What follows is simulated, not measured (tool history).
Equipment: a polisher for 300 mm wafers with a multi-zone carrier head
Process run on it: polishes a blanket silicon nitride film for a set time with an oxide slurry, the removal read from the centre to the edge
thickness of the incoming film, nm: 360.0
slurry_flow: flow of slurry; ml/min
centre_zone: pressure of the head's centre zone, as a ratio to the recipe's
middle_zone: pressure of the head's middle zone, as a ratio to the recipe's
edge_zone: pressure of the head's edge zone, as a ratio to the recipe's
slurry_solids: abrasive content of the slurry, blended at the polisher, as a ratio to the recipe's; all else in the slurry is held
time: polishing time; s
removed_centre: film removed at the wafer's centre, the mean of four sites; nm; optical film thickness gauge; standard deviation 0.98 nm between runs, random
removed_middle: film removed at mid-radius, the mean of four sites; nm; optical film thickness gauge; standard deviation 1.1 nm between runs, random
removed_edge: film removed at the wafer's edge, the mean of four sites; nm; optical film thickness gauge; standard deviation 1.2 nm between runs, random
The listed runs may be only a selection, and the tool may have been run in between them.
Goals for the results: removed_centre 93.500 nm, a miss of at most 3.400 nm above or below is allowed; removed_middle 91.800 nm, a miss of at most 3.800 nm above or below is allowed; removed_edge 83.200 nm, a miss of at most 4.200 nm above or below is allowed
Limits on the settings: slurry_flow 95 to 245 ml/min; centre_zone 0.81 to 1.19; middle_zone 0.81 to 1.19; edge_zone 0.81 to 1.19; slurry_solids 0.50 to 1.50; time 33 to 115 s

run 1 hour=0.0 | slurry_flow=155 centre_zone=1.00 middle_zone=1.00 edge_zone=1.00 slurry_solids=1.00 time=73 | removed_centre=72.247 removed_middle=72.698 removed_edge=72.504
run 2 hour=3.2 | slurry_flow=155 centre_zone=1.05 middle_zone=1.00 edge_zone=1.00 slurry_solids=1.00 time=73 | removed_centre=75.596 removed_middle=71.785 removed_edge=73.823
run 3 hour=4.6 | slurry_flow=135 centre_zone=1.05 middle_zone=1.00 edge_zone=1.00 slurry_solids=1.00 time=73 | removed_centre=74.306 removed_middle=72.343 removed_edge=72.404
run 4 hour=8.0 | slurry_flow=135 centre_zone=1.06 middle_zone=1.02 edge_zone=1.00 slurry_solids=1.00 time=73 | removed_centre=73.627 removed_middle=72.416 removed_edge=72.243
run 5 hour=11.5 | slurry_flow=140 centre_zone=1.07 middle_zone=1.04 edge_zone=0.99 slurry_solids=1.05 time=73 | removed_centre=75.603 removed_middle=74.248 removed_edge=73.702
run 6 hour=19.1 | slurry_flow=140 centre_zone=1.00 middle_zone=1.04 edge_zone=0.99 slurry_solids=1.05 time=73 | removed_centre=72.140 removed_middle=74.665 removed_edge=73.291
-- hour=27.3 slurry nozzle cleaned
run 7 hour=27.3 | slurry_flow=145 centre_zone=1.02 middle_zone=1.05 edge_zone=0.98 slurry_solids=1.10 time=73 | removed_centre=81.607 removed_middle=83.835 removed_edge=78.545
run 8 hour=31.0 | slurry_flow=150 centre_zone=1.02 middle_zone=1.05 edge_zone=0.98 slurry_solids=1.10 time=73 | removed_centre=82.676 removed_middle=82.863 removed_edge=80.628

Next run, 4 choices. One meets every target within its allowed miss, the rest don't. Which?
run A hour=34.7 | slurry_flow=200 centre_zone=1.18 middle_zone=0.93 edge_zone=0.89 slurry_solids=1.30 time=64 | removed_centre=? removed_middle=? removed_edge=?
run B hour=34.7 | slurry_flow=150 centre_zone=1.15 middle_zone=1.04 edge_zone=0.87 slurry_solids=1.35 time=75 | removed_centre=? removed_middle=? removed_edge=?
run C hour=34.7 | slurry_flow=175 centre_zone=1.07 middle_zone=1.06 edge_zone=0.91 slurry_solids=1.20 time=75 | removed_centre=? removed_middle=? removed_edge=?
run D hour=34.7 | slurry_flow=225 centre_zone=0.93 middle_zone=1.11 edge_zone=1.00 slurry_solids=1.05 time=81 | removed_centre=? removed_middle=? removed_edge=?

move=A removed_centre=91.443 removed_middle=75.538 removed_edge=73.408
move=B removed_centre=101.110 removed_middle=92.762 removed_edge=83.467
move=C removed_centre=93.618 removed_middle=92.567 removed_edge=83.283
move=D removed_centre=88.548 removed_middle=101.980 removed_edge=91.921
A: the furthest-off result lands on target, but another misses its tolerance
B: pushes the last run's worst result past its target
C: every result lands within tolerance
D: an improvement on the last run, though not all results are within tolerance
The move that meets every target is C.

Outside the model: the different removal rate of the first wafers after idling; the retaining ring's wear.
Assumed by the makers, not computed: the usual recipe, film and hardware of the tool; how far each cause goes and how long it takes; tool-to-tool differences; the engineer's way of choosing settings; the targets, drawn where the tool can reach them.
